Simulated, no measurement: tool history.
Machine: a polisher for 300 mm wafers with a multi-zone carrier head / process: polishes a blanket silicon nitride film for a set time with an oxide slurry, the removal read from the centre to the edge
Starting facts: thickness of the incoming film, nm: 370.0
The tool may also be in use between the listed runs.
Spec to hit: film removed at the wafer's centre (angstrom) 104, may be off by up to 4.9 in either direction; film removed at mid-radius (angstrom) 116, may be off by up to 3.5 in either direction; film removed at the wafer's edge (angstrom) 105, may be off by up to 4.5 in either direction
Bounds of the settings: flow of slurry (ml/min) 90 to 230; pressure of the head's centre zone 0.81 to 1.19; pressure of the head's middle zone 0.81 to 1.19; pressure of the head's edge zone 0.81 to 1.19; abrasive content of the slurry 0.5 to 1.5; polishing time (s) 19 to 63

run,day,flow of slurry (ml/min),pressure of the head's centre zone,pressure of the head's middle zone,pressure of the head's edge zone,abrasive content of the slurry,polishing time (s),film removed at the wafer's centre (angstrom),film removed at mid-radius (angstrom),film removed at the wafer's edge (angstrom)
1,0,150,1,1,1,1,41,186.71,192.5,192.93
2,0.346,150,0.99,1.01,0.96,0.85,37,154.39,160.56,158.79
3,0.5,150,0.99,1.01,0.91,0.85,37,156.42,161.91,152.47
4,0.8,170,0.99,1.01,0.91,0.85,37,156.96,162.17,161.07
5,0.9,170,0.99,1.01,0.94,0.85,37,159.36,164.3,161
6,1.062,170,0.92,1.01,0.94,0.85,37,149.12,162.81,158.85
7,1.162,155,0.91,1.03,0.84,0.6,29,94.503,110.45,100.58
8,1.479,165,0.93,1.04,0.84,0.6,29,99.144,111.01,99.657

4 next moves are on the table. One of them brings every result within its allowed miss. Which?
A,1.796,145,0.99,1.1,0.93,0.5,32,?,?,?
B,1.796,155,0.99,0.97,1.01,0.5,31,?,?,?
C,1.796,230,1.08,1.09,0.81,0.75,24,?,?,?
D,1.796,150,0.84,1,0.95,0.75,28,?,?,?

move,film removed at the wafer's centre (angstrom),film removed at mid-radius (angstrom),film removed at the wafer's edge (angstrom)
A,104.54,115.22,103.73
B,102.54,102.7,105.57
C,112.67,111.97,93.683
D,94.968,115,112.25
A: every result within its allowed miss
B: the biggest miss grows against the last run
C: the biggest miss grows against the last run
D: the furthest-off result lands on target, but another misses its tolerance
Answer: A
